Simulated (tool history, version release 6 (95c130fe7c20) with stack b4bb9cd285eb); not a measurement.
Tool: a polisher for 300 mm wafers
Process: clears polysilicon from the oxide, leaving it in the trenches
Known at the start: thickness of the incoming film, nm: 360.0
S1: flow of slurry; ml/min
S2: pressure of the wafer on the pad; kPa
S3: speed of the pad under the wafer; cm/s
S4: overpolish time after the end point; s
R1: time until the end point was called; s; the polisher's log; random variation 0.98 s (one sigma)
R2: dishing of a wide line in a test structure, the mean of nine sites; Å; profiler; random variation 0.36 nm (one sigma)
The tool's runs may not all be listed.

run 1 hour=0.0 | S1=140 S2=19.3 S3=78 S4=24 | R1=38.177 R2=631.12
run 2 hour=2.5 | S1=145 S2=16.5 S3=74 S4=20 | R1=44.794 R2=601.54
run 3 hour=7.2 | S1=145 S2=13.8 S3=74 S4=20 | R1=52.420 R2=562.36
run 4 hour=12.7 | S1=130 S2=12.4 S3=72 S4=17 | R1=60.870 R2=516.90
run 5 hour=17.3 | S1=120 S2=11.7 S3=72 S4=14 | R1=64.967 R2=455.03
run 6 hour=24.1 | S1=120 S2=11.7 S3=64 S4=14 | R1=73.034 R2=424.36
run 7 hour=32.8 | S1=110 S2=13.8 S3=56 S4=12 | R1=71.667 R2=394.25
run 8 hour=37.9 | S1=105 S2=14.5 S3=50 S4=11 | R1=78.533 R2=352.78

Forecast run 9:
run 9 hour=41.1 | S1=100 S2=15.9 S3=46 S4=10 | R1=? R2=?

{"run 9": {"R1": 76.342, "R2": 333.33}}

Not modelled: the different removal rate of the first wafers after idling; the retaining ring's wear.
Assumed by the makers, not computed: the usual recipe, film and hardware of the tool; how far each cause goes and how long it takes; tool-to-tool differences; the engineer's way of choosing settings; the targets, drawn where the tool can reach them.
